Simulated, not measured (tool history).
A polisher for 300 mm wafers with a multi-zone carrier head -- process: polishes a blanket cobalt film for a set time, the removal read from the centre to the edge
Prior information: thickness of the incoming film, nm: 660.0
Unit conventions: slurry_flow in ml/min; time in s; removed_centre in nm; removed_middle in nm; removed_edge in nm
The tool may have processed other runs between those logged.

run    day  slurry_flow  centre_zone  middle_zone  edge_zone  time  removed_centre  removed_middle  removed_edge
  1      0          240            1            1          1    33          169.23          161.75        168.05
  2  0.062          245         1.02         0.99       0.98    33          173.21          160.24        167.03
  3  0.325          245         1.02         1.03       0.98    33          172.55          168.69        166.77
  4  0.429          245         1.02         1.03       0.98    28          146.15           141.3        139.11
  5  0.575          245         1.02         1.03       0.98    25          129.94          127.66        127.34
  6  0.775          245         1.02         1.08       0.98    25           130.6          130.66        125.62

Forecast run 7:
  7  1.108          260         1.05         1.07          1    26               ?               ?             ?

{"run 7": {"removed_centre": 141.91, "removed_middle": 136.64, "removed_edge": 132.86}}

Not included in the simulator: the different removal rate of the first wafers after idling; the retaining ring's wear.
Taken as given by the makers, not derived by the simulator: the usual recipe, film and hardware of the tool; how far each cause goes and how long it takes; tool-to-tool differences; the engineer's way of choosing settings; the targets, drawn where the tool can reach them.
